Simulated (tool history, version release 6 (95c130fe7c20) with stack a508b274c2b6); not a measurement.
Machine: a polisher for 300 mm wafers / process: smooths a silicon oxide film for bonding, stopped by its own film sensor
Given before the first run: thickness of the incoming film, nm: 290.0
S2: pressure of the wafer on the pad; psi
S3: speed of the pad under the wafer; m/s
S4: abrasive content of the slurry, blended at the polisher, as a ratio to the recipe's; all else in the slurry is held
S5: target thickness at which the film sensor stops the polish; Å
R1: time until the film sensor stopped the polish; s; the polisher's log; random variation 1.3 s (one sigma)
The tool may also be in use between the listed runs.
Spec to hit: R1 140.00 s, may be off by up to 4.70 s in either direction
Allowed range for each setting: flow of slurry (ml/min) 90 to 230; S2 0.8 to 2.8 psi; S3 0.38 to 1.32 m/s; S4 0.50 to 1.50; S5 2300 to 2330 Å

Run 1, hour 0.0: flow of slurry (ml/min) 150, S2 1.8 psi, S3 0.84 m/s, S4 1.00, S5 2330 Å. Result: R1 109.11 s.
Run 2, hour 4.7: flow of slurry (ml/min) 145, S2 1.7 psi, S3 0.84 m/s, S4 1.00, S5 2330 Å. Result: R1 115.54 s.
Run 3, hour 10.4: flow of slurry (ml/min) 145, S2 1.8 psi, S3 0.84 m/s, S4 1.00, S5 2330 Å. Result: R1 109.77 s.
Run 4, hour 19.2: flow of slurry (ml/min) 140, S2 1.7 psi, S3 0.84 m/s, S4 1.00, S5 2330 Å. Result: R1 116.08 s.
Run 5, hour 20.4: flow of slurry (ml/min) 140, S2 1.7 psi, S3 0.84 m/s, S4 1.20, S5 2330 Å. Result: R1 109.32 s.
Run 6, hour 28.7: flow of slurry (ml/min) 140, S2 1.7 psi, S3 0.84 m/s, S4 1.20, S5 2330 Å. Result: R1 108.93 s.
Run 7, hour 31.7: flow of slurry (ml/min) 135, S2 1.6 psi, S3 0.84 m/s, S4 1.20, S5 2330 Å. Result: R1 116.86 s.
Run 8, hour 38.5: flow of slurry (ml/min) 135, S2 1.6 psi, S3 0.84 m/s, S4 1.20, S5 2330 Å. Result: R1 116.43 s.
Run 9, hour 46.7: flow of slurry (ml/min) 130, S2 1.5 psi, S3 0.84 m/s, S4 1.20, S5 2330 Å. Result: R1 123.63 s.
Run 10, hour 53.4: flow of slurry (ml/min) 125, S2 1.4 psi, S3 0.84 m/s, S4 1.20, S5 2330 Å. Result: R1 132.13 s.

5 next moves are on the table. One of them brings every result within its allowed miss. Which?
Run A, hour 60.1: flow of slurry (ml/min) 145, S2 1.3 psi, S3 0.96 m/s, S4 0.90, S5 2330 Å. Result: R1 ?.
Run B, hour 60.1: flow of slurry (ml/min) 105, S2 1.7 psi, S3 0.76 m/s, S4 1.20, S5 2310 Å. Result: R1 ?.
Run C, hour 60.1: flow of slurry (ml/min) 120, S2 1.5 psi, S3 0.86 m/s, S4 1.40, S5 2310 Å. Result: R1 ?.
Run D, hour 60.1: flow of slurry (ml/min) 110, S2 1.3 psi, S3 0.88 m/s, S4 1.25, S5 2300 Å. Result: R1 ?.
Run E, hour 60.1: flow of slurry (ml/min) 115, S2 2.2 psi, S3 0.58 m/s, S4 0.95, S5 2330 Å. Result: R1 ?.

move      R1
   A  139.52
   B  130.15
   C  122.05
   D  148.49
   E  129.44
A: hits every target within its allowed miss
B: moves away from the targets compared with the last run
C: moves away from the targets compared with the last run
D: moves the result that the last run missed by most past its target, out the other side
E: moves away from the targets compared with the last run
Correct choice: A, which meets every target
